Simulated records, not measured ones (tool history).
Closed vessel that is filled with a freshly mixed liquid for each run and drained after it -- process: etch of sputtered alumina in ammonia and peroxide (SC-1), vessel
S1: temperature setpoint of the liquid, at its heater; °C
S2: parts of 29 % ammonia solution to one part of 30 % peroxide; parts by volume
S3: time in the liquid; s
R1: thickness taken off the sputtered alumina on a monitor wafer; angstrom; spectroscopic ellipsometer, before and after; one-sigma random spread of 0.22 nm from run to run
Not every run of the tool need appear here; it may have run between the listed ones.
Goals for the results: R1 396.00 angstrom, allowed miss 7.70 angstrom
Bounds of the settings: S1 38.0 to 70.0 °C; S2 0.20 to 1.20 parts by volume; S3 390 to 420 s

run 1 hour=0.0 | S1=54.0 S2=0.80 S3=390 | R1=264.35
run 2 hour=1.8 | S1=55.5 S2=0.80 S3=390 | R1=281.98
run 3 hour=4.0 | S1=55.5 S2=0.80 S3=390 | R1=284.09
run 4 hour=11.6 | S1=57.0 S2=0.80 S3=390 | R1=308.13
run 5 hour=20.6 | S1=57.0 S2=0.80 S3=420 | R1=330.42
run 6 hour=27.5 | S1=57.0 S2=0.80 S3=420 | R1=328.67
run 7 hour=33.6 | S1=58.0 S2=0.80 S3=420 | R1=347.41
run 8 hour=41.6 | S1=58.5 S2=0.80 S3=420 | R1=356.36
run 9 hour=47.4 | S1=59.0 S2=0.80 S3=420 | R1=367.67

Which single option among these 5 for the next run brings every result within its allowed miss of target? Just one does.
run A hour=53.2 | S1=59.0 S2=0.90 S3=420 | R1=?
run B hour=53.2 | S1=61.5 S2=0.95 S3=395 | R1=?
run C hour=53.2 | S1=61.5 S2=0.80 S3=420 | R1=?
run D hour=53.2 | S1=59.0 S2=1.10 S3=420 | R1=?
run E hour=53.2 | S1=63.0 S2=0.60 S3=395 | R1=?

move=A R1=373.23
move=B R1=401.03
move=C R1=419.53
move=D R1=380.39
move=E R1=414.23
A: gains on the last run, yet a result remains outside its allowed miss
B: each result inside its tolerance
C: carries the result that was furthest off beyond its target, to the other side
D: gains on the last run, yet a result remains outside its allowed miss
E: carries the result that was furthest off beyond its target, to the other side
Correct choice: B, which meets every target

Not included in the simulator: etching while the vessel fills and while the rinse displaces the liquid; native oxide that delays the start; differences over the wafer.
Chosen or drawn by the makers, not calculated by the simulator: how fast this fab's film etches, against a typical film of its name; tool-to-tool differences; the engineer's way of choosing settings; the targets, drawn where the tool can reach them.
